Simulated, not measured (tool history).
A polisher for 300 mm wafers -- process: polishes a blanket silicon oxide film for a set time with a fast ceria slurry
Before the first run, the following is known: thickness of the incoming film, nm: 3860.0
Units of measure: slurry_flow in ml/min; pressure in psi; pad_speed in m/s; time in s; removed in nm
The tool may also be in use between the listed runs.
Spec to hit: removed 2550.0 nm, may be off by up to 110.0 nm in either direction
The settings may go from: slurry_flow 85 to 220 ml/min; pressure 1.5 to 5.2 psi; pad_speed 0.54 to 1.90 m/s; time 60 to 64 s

run    day  slurry_flow  pressure  pad_speed  time  removed
  1  0.000          140       3.3       1.22    60   1358.3
  2  0.117          160       3.3       1.22    60   1381.1
  3  0.317          160       3.3       1.10    60   1299.3
  4  0.658          165       3.8       1.12    60   1475.0
  5  0.688          165       4.2       1.18    60   1679.7
  6  1.033          165       4.2       1.02    60   1514.4
  7  1.242          165       4.5       1.12    60   1739.2
  8  1.425          165       4.7       1.20    60   1967.1
     1.529  -- slurry nozzle cleaned
  9  1.529          165       4.8       1.24    60   2236.0
 10  1.633          165       4.9       1.24    60   2262.3

Which of these 4 next moves meets every target?
  A  1.738          165       5.2       1.34    64        ?
  B  1.738          170       5.2       1.22    64        ?
  C  1.738          220       5.2       1.32    64        ?
  D  1.738          155       5.2       1.40    63        ?

move  removed
   A   2728.4
   B   2515.5
   C   2792.2
   D   2770.5
A: takes the result that was furthest off past its target
B: every result lands within tolerance
C: takes the result that was furthest off past its target
D: takes the result that was furthest off past its target
B is the move that brings every result within its allowed miss.
